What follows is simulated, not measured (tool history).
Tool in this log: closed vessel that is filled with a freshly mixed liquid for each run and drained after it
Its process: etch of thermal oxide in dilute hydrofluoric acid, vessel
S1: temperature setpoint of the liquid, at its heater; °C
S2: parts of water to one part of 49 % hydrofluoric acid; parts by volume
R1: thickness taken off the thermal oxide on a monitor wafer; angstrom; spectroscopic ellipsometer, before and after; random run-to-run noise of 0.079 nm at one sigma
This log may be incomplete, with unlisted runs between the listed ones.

run 1 hour=0 | S1=25 S2=100 time_in_the_liquid_(s)=265 | R1=138.92
run 2 hour=3.8 | S1=22.5 S2=100 time_in_the_liquid_(s)=265 | R1=126.74
run 3 hour=8.9 | S1=22.5 S2=100 time_in_the_liquid_(s)=265 | R1=126.83
run 4 hour=12.7 | S1=21.5 S2=100 time_in_the_liquid_(s)=265 | R1=121.16
run 5 hour=21 | S1=24 S2=100 time_in_the_liquid_(s)=265 | R1=134
run 6 hour=23.4 | S1=27 S2=100 time_in_the_liquid_(s)=265 | R1=149.38
-- hour=25.2 thermometer replaced
run 7 hour=25.2 | S1=23 S2=100 time_in_the_liquid_(s)=265 | R1=118.59

Run 8 comes next. What will it give?
run 8 hour=34.2 | S1=22.5 S2=100 time_in_the_liquid_(s)=265 | R1=?

R1: 115.48 angstrom
